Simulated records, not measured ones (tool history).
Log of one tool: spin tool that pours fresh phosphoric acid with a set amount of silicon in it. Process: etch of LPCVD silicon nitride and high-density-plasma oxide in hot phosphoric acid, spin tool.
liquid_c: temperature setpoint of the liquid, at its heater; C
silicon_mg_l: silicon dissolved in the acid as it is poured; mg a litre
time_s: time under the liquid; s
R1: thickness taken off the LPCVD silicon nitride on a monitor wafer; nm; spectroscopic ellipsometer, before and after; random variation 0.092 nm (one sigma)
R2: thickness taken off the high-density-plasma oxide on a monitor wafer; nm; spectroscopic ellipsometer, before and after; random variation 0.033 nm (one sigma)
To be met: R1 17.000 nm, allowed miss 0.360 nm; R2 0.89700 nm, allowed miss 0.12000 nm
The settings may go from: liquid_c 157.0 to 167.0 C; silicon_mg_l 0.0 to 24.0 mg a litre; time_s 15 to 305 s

Run 1, day 0.000: liquid_c 162.0 C, silicon_mg_l 10.5 mg a litre, time_s 155 s. Result: R1 14.845 nm, R2 0.70321 nm.
Run 2, day 0.283: liquid_c 163.0 C, silicon_mg_l 11.0 mg a litre, time_s 155 s. Result: R1 15.505 nm, R2 0.77438 nm.
Run 3, day 0.625: liquid_c 163.0 C, silicon_mg_l 15.5 mg a litre, time_s 155 s. Result: R1 15.362 nm, R2 0.68329 nm.
Run 4, day 0.712: liquid_c 163.5 C, silicon_mg_l 15.0 mg a litre, time_s 155 s. Result: R1 15.659 nm, R2 0.71902 nm.
Run 5, day 1.008: liquid_c 164.0 C, silicon_mg_l 14.5 mg a litre, time_s 155 s. Result: R1 15.841 nm, R2 0.69013 nm.
Run 6, day 1.254: liquid_c 164.0 C, silicon_mg_l 19.5 mg a litre, time_s 155 s. Result: R1 16.089 nm, R2 0.66594 nm.
Run 7, day 1.621: liquid_c 164.5 C, silicon_mg_l 16.0 mg a litre, time_s 155 s. Result: R1 16.212 nm, R2 0.80408 nm.
Run 8, day 1.929: liquid_c 165.0 C, silicon_mg_l 16.5 mg a litre, time_s 155 s. Result: R1 16.420 nm, R2 0.79540 nm.

Which of these 5 next moves meets every target?
Run A, day 2.238: liquid_c 165.0 C, silicon_mg_l 15.0 mg a litre, time_s 170 s. Result: R1 ?, R2 ?.
Run B, day 2.238: liquid_c 165.0 C, silicon_mg_l 22.5 mg a litre, time_s 170 s. Result: R1 ?, R2 ?.
Run C, day 2.238: liquid_c 166.0 C, silicon_mg_l 14.5 mg a litre, time_s 155 s. Result: R1 ?, R2 ?.
Run D, day 2.238: liquid_c 163.5 C, silicon_mg_l 18.5 mg a litre, time_s 175 s. Result: R1 ?, R2 ?.
Run E, day 2.238: liquid_c 163.0 C, silicon_mg_l 22.5 mg a litre, time_s 180 s. Result: R1 ?, R2 ?.

move      R1       R2
   A  18.014  0.86135
   B  18.014  0.71182
   C  16.971  0.85245
   D  17.650  0.72902
   E  17.857  0.65164
A: takes the result that was furthest off past its target
B: takes the result that was furthest off past its target
C: meets every target
D: takes the result that was furthest off past its target
E: takes the result that was furthest off past its target
Move C is the one to make.
